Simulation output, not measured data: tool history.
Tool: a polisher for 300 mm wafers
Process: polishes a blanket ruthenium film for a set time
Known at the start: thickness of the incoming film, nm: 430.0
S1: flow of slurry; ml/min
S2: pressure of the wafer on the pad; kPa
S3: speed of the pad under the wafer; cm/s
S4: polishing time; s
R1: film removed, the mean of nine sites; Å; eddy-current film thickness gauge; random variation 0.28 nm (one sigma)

Run 1, hour 0.0: S1 305 ml/min, S2 17.9 kPa, S3 112 cm/s, S4 39 s. Result: R1 571.22 Å.
Run 2, hour 5.9: S1 305 ml/min, S2 17.9 kPa, S3 136 cm/s, S4 39 s. Result: R1 685.36 Å.
Run 3, hour 10.4: S1 305 ml/min, S2 20.0 kPa, S3 136 cm/s, S4 39 s. Result: R1 761.33 Å.
Run 4, hour 15.4: S1 305 ml/min, S2 16.5 kPa, S3 122 cm/s, S4 39 s. Result: R1 566.04 Å.
Run 5, hour 20.5: S1 270 ml/min, S2 16.5 kPa, S3 122 cm/s, S4 39 s. Result: R1 565.47 Å.
Run 6, hour 27.8: S1 270 ml/min, S2 16.5 kPa, S3 122 cm/s, S4 39 s. Result: R1 566.66 Å.
Run 7, hour 29.9: S1 270 ml/min, S2 11.7 kPa, S3 98 cm/s, S4 39 s. Result: R1 325.44 Å.

The next listed run, before its measurement:
Run 8, hour 35.2: S1 270 ml/min, S2 11.0 kPa, S3 98 cm/s, S4 39 s. Result: R1 ?.

{"run 8": {"R1": 310.55}}
